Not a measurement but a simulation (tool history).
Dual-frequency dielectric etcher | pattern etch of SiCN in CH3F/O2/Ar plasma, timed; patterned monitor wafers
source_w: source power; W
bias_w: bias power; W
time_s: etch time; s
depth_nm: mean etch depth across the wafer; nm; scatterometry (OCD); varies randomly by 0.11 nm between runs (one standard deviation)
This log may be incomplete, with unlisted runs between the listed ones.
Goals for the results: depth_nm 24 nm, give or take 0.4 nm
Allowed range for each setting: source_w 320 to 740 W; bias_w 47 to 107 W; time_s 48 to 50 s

run,day,source_w,bias_w,time_s,depth_nm
1,0,530,77,48,19.794
2,0.292,560,79,48,20.261
3,0.421,590,82,48,20.858
4,0.458,590,76,48,20.564
5,0.571,510,76,48,19.377
# day 0.854: source power generator calibrated
6,0.854,550,79,48,20.479
7,1.175,580,81,48,20.952
8,1.308,610,82,48,21.308
9,1.396,630,84,48,21.932
10,1.688,650,85,48,22.213
11,2.038,660,86,48,22.482
12,2.121,670,87,48,22.656

Which of these 5 next moves meets every target?
A,2.204,710,84,48,?
B,2.204,630,106,49,?
C,2.204,630,73,49.5,?
D,2.204,550,84,49.5,?
E,2.204,660,91,49,?

move,depth_nm
A,22.931
B,23.846
C,21.73
D,21.36
E,23.245
A: closes in on the targets versus the last run, not all within tolerance yet
B: every result lands within tolerance
C: lands further from the targets than the last run did
D: lands further from the targets than the last run did
E: closes in on the targets versus the last run, not all within tolerance yet
B is the move that brings every result within its allowed miss.
